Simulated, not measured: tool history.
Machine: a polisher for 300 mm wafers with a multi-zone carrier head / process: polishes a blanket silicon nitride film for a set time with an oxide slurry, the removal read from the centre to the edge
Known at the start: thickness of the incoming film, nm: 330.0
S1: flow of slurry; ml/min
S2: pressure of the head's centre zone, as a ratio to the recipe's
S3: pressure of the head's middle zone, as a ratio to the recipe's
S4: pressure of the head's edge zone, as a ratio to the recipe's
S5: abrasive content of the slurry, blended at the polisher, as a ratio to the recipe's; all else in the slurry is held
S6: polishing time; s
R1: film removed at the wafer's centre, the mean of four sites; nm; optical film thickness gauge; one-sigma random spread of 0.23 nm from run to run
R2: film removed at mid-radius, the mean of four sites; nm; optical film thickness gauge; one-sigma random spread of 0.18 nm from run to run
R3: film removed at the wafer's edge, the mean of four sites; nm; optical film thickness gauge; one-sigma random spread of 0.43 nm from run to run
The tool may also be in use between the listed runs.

run,hour,S1,S2,S3,S4,S5,S6,R1,R2,R3
1,0.0,285,1.00,1.00,1.00,1.00,73,41.076,40.604,42.025
2,2.6,285,1.00,1.00,1.00,1.00,60,33.749,33.189,35.120
3,7.4,285,1.00,1.00,1.00,1.00,50,27.924,27.737,28.165
4,15.3,260,1.00,1.00,1.00,1.00,50,27.654,27.716,28.261
5,16.0,275,1.00,1.00,1.03,1.00,50,28.032,27.739,28.524
6,16.9,275,1.00,1.00,1.03,0.85,50,25.703,25.608,26.364
7,20.0,285,0.99,0.99,1.05,0.90,50,26.668,26.175,27.845
8,26.4,300,0.98,0.99,1.07,0.90,50,26.276,26.453,28.069
9,28.9,310,0.98,0.98,1.09,0.90,50,26.760,26.031,28.245

What will run 10 give?
10,34.1,285,0.94,0.97,1.19,1.15,51,?,?,?

Run 10 gave R1 29.027 nm, R2 29.524 nm, R3 33.529 nm.

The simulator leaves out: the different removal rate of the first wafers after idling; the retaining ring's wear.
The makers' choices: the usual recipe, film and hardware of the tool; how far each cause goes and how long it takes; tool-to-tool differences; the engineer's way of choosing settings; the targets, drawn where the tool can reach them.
